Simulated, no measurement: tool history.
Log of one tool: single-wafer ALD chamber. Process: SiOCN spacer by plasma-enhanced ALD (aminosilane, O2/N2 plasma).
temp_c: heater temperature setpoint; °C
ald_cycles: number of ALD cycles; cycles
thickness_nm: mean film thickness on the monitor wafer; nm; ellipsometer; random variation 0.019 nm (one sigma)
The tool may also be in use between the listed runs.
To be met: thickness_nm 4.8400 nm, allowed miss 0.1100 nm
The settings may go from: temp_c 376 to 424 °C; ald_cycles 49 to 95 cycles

run	day	temp_c	ald_cycles	thickness_nm
1	0.000	400	72	4.3376
2	0.317	404	72	4.2559
3	0.650	394	72	4.3392
4	0.917	394	74	4.4522
5	1.179	388	74	4.4374
6	1.488	380	74	4.4447
7	1.579	380	75	4.4924
8	1.808	380	76	4.5502
9	1.883	380	77	4.6108
10	2.129	380	78	4.7018

Which of these 5 next moves meets every target?
A	2.375	376	76	?
B	2.375	386	75	?
C	2.375	377	76	?
D	2.375	378	76	?
E	2.375	388	80	?

move	thickness_nm
A	4.5449
B	4.4851
C	4.5449
D	4.5449
E	4.7841
A: further off than the last run
B: further off than the last run
C: further off than the last run
D: further off than the last run
E: meets every target
The right move is E.

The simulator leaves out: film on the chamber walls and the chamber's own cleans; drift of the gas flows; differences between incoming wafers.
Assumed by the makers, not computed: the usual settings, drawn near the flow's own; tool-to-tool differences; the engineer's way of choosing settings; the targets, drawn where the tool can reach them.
